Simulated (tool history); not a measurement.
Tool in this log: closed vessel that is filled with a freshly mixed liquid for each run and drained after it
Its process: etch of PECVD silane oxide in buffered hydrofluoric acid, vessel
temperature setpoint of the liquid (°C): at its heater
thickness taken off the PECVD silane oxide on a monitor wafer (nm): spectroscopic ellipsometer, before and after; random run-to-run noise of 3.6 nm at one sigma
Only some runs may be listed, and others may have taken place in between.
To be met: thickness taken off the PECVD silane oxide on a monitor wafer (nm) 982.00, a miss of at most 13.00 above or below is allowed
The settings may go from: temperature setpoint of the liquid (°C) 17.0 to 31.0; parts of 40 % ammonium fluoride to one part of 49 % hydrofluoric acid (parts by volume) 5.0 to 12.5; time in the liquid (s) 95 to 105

run,hour,temperature setpoint of the liquid (°C),parts of 40 % ammonium fluoride to one part of 49 % hydrofluoric acid (parts by volume),time in the liquid (s),thickness taken off the PECVD silane oxide on a monitor wafer (nm)
1,0.0,23.0,7.5,95,566.23
2,4.5,23.0,7.5,105,623.76
3,13.1,24.0,7.5,105,665.70
4,17.3,24.0,7.5,95,594.26
5,22.8,24.0,7.5,95,599.49
6,26.4,25.0,7.5,95,633.54
7,34.8,25.5,7.5,95,649.28
8,38.7,26.0,7.5,95,664.95
9,44.3,26.5,7.5,95,681.98
10,51.4,27.0,7.5,95,704.21
11,52.4,27.0,7.5,95,698.39
12,56.7,27.5,7.5,95,721.49
13,58.8,28.0,7.5,95,743.35

Which of these 4 next moves meets every target?
A,60.9,30.0,7.5,95,?
B,60.9,26.5,8.0,95,?
C,60.9,27.5,7.0,105,?
D,60.9,27.5,6.0,105,?

move,thickness taken off the PECVD silane oxide on a monitor wafer (nm)
A,827.97
B,641.52
C,863.92
D,987.24
A: closes in on the targets versus the last run, not all within tolerance yet
B: its largest miss is bigger than the last run's
C: closes in on the targets versus the last run, not all within tolerance yet
D: all results land within tolerance of their targets
Answer: D

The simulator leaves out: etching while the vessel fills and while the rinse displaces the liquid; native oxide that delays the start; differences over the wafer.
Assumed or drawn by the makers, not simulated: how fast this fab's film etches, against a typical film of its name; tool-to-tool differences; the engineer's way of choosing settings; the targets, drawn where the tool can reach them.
